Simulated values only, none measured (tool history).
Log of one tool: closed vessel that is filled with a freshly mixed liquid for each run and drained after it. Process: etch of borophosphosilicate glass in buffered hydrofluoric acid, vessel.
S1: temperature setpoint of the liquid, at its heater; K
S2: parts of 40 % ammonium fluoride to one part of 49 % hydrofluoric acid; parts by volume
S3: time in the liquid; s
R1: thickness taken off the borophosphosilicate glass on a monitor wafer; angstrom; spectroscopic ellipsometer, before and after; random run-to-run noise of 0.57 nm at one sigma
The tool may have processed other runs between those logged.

Run 1, day 0.000: S1 297.15 K, S2 14.5 parts by volume, S3 30 s. Result: R1 328.19 angstrom.
Run 2, day 0.050: S1 297.15 K, S2 10.0 parts by volume, S3 30 s. Result: R1 468.00 angstrom.
Run 3, day 0.338: S1 297.15 K, S2 6.0 parts by volume, S3 30 s. Result: R1 744.47 angstrom.
Run 4, day 0.454: S1 297.15 K, S2 5.0 parts by volume, S3 30 s. Result: R1 892.32 angstrom.
Run 5, day 0.833: S1 297.15 K, S2 5.0 parts by volume, S3 30 s. Result: R1 873.30 angstrom.
Run 6, day 1.058: S1 295.65 K, S2 5.0 parts by volume, S3 30 s. Result: R1 804.71 angstrom.

Estimate the outcome of run 7 from the log above:
Run 7, day 1.154: S1 294.65 K, S2 5.0 parts by volume, S3 30 s. Result: R1 ?.

R1: 763.89 angstrom

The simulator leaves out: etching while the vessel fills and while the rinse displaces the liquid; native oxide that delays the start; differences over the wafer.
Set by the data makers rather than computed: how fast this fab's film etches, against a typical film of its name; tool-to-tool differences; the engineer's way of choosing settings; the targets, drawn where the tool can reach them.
